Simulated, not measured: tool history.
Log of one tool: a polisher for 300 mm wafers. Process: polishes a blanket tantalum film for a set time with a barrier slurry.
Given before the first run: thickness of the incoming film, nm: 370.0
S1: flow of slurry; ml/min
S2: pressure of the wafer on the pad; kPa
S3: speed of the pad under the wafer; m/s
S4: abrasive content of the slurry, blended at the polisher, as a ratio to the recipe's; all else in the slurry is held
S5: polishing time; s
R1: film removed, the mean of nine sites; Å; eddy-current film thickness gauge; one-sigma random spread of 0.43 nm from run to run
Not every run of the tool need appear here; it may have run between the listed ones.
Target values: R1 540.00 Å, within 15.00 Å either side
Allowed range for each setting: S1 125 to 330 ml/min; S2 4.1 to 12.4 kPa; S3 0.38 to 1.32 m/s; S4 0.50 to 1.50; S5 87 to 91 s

run 1 hour=0.0 | S1=210 S2=8.3 S3=0.84 S4=1.00 S5=87 | R1=666.81
run 2 hour=3.3 | S1=205 S2=8.3 S3=0.84 S4=1.00 S5=87 | R1=669.46
run 3 hour=7.8 | S1=205 S2=8.3 S3=0.84 S4=0.90 S5=87 | R1=650.31
run 4 hour=15.7 | S1=205 S2=8.3 S3=0.84 S4=1.05 S5=87 | R1=680.49
run 5 hour=18.1 | S1=200 S2=6.9 S3=0.84 S4=1.05 S5=87 | R1=565.00
run 6 hour=20.9 | S1=195 S2=6.9 S3=0.84 S4=1.05 S5=87 | R1=569.19
run 7 hour=29.4 | S1=195 S2=6.2 S3=0.84 S4=1.05 S5=87 | R1=506.95
run 8 hour=37.2 | S1=200 S2=6.2 S3=0.84 S4=1.05 S5=87 | R1=518.67
run 9 hour=44.0 | S1=225 S2=6.2 S3=0.84 S4=1.05 S5=87 | R1=524.58
run 10 hour=47.3 | S1=230 S2=6.2 S3=0.84 S4=1.05 S5=87 | R1=522.81
run 11 hour=55.7 | S1=235 S2=6.2 S3=0.84 S4=1.05 S5=87 | R1=520.08

Pick the move, out of 4, that brings all results within their allowed miss; only one does.
run A hour=64.1 | S1=205 S2=9.0 S3=0.56 S4=1.20 S5=87 | R1=?
run B hour=64.1 | S1=240 S2=7.6 S3=0.60 S4=1.10 S5=89 | R1=?
run C hour=64.1 | S1=220 S2=6.2 S3=0.78 S4=1.10 S5=88 | R1=?
run D hour=64.1 | S1=150 S2=7.6 S3=0.74 S4=0.95 S5=91 | R1=?

move=A R1=515.27
move=B R1=479.15
move=C R1=497.29
move=D R1=537.45
A: its largest miss is bigger than the last run's
B: its largest miss is bigger than the last run's
C: its largest miss is bigger than the last run's
D: hits every target within its allowed miss
Go with D: it meets all targets.
